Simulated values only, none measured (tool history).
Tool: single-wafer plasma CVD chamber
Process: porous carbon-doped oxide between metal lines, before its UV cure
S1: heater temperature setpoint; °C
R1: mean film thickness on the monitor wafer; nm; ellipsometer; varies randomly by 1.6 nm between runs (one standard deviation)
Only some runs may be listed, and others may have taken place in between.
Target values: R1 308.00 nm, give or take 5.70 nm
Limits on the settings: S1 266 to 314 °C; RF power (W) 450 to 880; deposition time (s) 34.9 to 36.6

Run 1, hour 0.0: S1 290 °C, RF power (W) 665, deposition time (s) 36.6. Result: R1 246.12 nm.
Run 2, hour 6.6: S1 300 °C, RF power (W) 665, deposition time (s) 36.6. Result: R1 229.09 nm.
Run 3, hour 7.8: S1 290 °C, RF power (W) 695, deposition time (s) 36.6. Result: R1 251.44 nm.
Run 4, hour 15.5: S1 290 °C, RF power (W) 695, deposition time (s) 36.6. Result: R1 250.80 nm.
Run 5, hour 19.9: S1 283 °C, RF power (W) 720, deposition time (s) 36.6. Result: R1 270.68 nm.
Run 6, hour 23.6: S1 278 °C, RF power (W) 730, deposition time (s) 36.6. Result: R1 281.12 nm.
Run 7, hour 24.3: S1 266 °C, RF power (W) 770, deposition time (s) 36.6. Result: R1 318.27 nm.
Run 8, hour 29.0: S1 267 °C, RF power (W) 770, deposition time (s) 36.6. Result: R1 317.47 nm.

Which one of the following 5 next-run settings gets every result inside its allowed miss? There is exactly one.
Run A, hour 33.7: S1 270 °C, RF power (W) 845, deposition time (s) 34.9. Result: R1 ?.
Run B, hour 33.7: S1 267 °C, RF power (W) 795, deposition time (s) 36.6. Result: R1 ?.
Run C, hour 33.7: S1 272 °C, RF power (W) 865, deposition time (s) 36.6. Result: R1 ?.
Run D, hour 33.7: S1 266 °C, RF power (W) 810, deposition time (s) 36.6. Result: R1 ?.
Run E, hour 33.7: S1 270 °C, RF power (W) 790, deposition time (s) 34.9. Result: R1 ?.

move      R1
   A  312.39
   B  323.26
   C  326.59
   D  329.33
   E  300.51
A: all results land within tolerance of their targets
B: the biggest miss grows against the last run
C: the biggest miss grows against the last run
D: the biggest miss grows against the last run
E: takes the result that was furthest off past its target
Move A is the one to make.

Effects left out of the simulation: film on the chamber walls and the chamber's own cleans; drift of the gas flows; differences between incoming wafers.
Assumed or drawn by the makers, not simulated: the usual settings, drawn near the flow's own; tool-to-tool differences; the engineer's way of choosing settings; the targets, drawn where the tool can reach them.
